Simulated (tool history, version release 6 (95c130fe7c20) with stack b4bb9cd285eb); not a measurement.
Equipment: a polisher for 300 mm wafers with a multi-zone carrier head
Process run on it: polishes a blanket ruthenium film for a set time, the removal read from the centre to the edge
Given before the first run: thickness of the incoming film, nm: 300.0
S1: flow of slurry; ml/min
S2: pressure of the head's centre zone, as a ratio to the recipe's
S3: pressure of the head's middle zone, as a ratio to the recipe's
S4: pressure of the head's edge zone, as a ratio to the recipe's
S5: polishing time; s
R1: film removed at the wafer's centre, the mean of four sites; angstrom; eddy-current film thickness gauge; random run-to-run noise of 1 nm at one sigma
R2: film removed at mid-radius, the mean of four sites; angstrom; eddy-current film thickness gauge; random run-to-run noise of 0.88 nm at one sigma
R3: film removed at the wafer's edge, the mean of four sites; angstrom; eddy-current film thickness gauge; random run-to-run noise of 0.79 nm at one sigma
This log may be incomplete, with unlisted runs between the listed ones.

run  hour   S1    S2    S3    S4  S5      R1      R2      R3
  1   0.0  175  1.00  1.00  1.00  75  701.22  657.51  673.38
  2   8.3  210  1.00  1.00  1.00  75  710.32  673.49  694.69
  3  12.6  210  0.93  1.00  1.00  75  644.70  666.80  689.50
  4  17.7  210  0.93  0.94  1.00  75  657.47  638.75  687.66
  5  21.0  170  0.93  0.94  1.00  75  629.17  612.40  677.70
  6  26.7  170  0.93  0.87  1.00  75  612.05  578.04  668.94
  7  30.0  170  0.93  0.91  1.03  80  653.95  628.66  738.41
  8  32.4  180  0.95  0.96  1.06  82  721.07  678.10  759.96
  9  38.1  185  0.93  0.98  1.07  85  723.98  733.14  798.78

Run 10 has not been measured yet. What should we expect?
 10  43.6  190  0.93  0.99  1.09  87   ?   ?   ?

R1: 737.68 angstrom
R2: 765.06 angstrom
R3: 817.47 angstrom
